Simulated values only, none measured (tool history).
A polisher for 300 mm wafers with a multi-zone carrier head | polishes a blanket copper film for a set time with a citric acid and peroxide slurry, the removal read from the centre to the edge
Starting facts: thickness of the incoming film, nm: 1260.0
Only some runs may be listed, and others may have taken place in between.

run	hour	flow of slurry (ml/min)	pressure of the head's centre zone	pressure of the head's middle zone	pressure of the head's edge zone	abrasive content of the slurry	polishing time (s)	film removed at the wafer's centre (nm)	film removed at mid-radius (nm)	film removed at the wafer's edge (nm)
1	0.0	215	1.00	1.00	1.00	1.00	56	222.29	205.94	208.92
2	1.4	215	1.00	1.07	1.00	1.00	56	226.26	213.01	212.37
3	4.5	230	1.03	1.11	1.00	1.15	59	250.87	243.75	227.16
4	10.9	230	1.03	1.11	1.07	1.15	59	247.55	239.83	232.66
# hour 17.1: centre zone pressure recalibrated
5	17.1	230	1.03	1.06	1.07	1.15	59	232.08	233.81	229.69
6	22.9	230	1.03	1.06	1.07	1.15	72	280.19	279.69	284.70

Run 7 has not been measured yet. What should we expect?
7	27.8	235	1.08	1.08	1.06	1.15	73	?	?	?

film removed at the wafer's centre (nm): 297.15
film removed at mid-radius (nm): 289.05
film removed at the wafer's edge (nm): 286.69
